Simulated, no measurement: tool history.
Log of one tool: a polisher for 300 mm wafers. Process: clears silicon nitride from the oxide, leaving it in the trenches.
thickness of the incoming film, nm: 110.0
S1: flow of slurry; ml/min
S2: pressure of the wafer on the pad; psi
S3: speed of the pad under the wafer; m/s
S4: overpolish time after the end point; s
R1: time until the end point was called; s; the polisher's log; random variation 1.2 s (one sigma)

run 1 hour=0 | S1=265 S2=3.3 S3=1.16 S4=14 | R1=89.168
run 2 hour=7.1 | S1=265 S2=3.2 S3=1.16 S4=14 | R1=91.505
run 3 hour=11.8 | S1=290 S2=3.2 S3=1.16 S4=14 | R1=89.507
run 4 hour=12.9 | S1=285 S2=3.1 S3=1.16 S4=14 | R1=92.816
run 5 hour=15.9 | S1=335 S2=3.1 S3=1.16 S4=14 | R1=90.847
run 6 hour=18.6 | S1=335 S2=3 S3=1.16 S4=14 | R1=93.534
run 7 hour=27.4 | S1=335 S2=2.9 S3=1.16 S4=14 | R1=96.056

The next listed run, before its measurement:
run 8 hour=36 | S1=335 S2=2.8 S3=1.16 S4=14 | R1=?

Run 8 gave R1 97.49 s.
